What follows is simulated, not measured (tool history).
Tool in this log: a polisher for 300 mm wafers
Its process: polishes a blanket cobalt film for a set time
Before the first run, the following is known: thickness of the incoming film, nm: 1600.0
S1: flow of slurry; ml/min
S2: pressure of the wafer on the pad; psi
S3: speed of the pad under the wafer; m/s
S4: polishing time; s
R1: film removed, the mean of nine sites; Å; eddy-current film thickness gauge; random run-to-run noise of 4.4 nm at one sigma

run 1 hour=0.0 | S1=200 S2=2.2 S3=0.88 S4=41 | R1=2307.5
run 2 hour=6.5 | S1=200 S2=2.2 S3=0.78 S4=41 | R1=2047.2
run 3 hour=12.9 | S1=200 S2=2.3 S3=0.78 S4=41 | R1=2166.3
run 4 hour=17.8 | S1=200 S2=2.3 S3=0.64 S4=41 | R1=1801.0
run 5 hour=21.6 | S1=200 S2=2.8 S3=0.64 S4=41 | R1=2181.0
run 6 hour=26.9 | S1=200 S2=2.9 S3=0.66 S4=41 | R1=2311.6
run 7 hour=28.6 | S1=200 S2=3.0 S3=0.68 S4=41 | R1=2441.6
run 8 hour=35.5 | S1=200 S2=3.1 S3=0.70 S4=41 | R1=2546.1
run 9 hour=43.0 | S1=200 S2=3.2 S3=0.72 S4=41 | R1=2668.7
run 10 hour=50.2 | S1=200 S2=3.2 S3=0.74 S4=41 | R1=2782.7

Predict the results of run 11:
run 11 hour=58.9 | S1=200 S2=3.4 S3=0.76 S4=41 | R1=?

{"run 11": {"R1": 3027.3}}

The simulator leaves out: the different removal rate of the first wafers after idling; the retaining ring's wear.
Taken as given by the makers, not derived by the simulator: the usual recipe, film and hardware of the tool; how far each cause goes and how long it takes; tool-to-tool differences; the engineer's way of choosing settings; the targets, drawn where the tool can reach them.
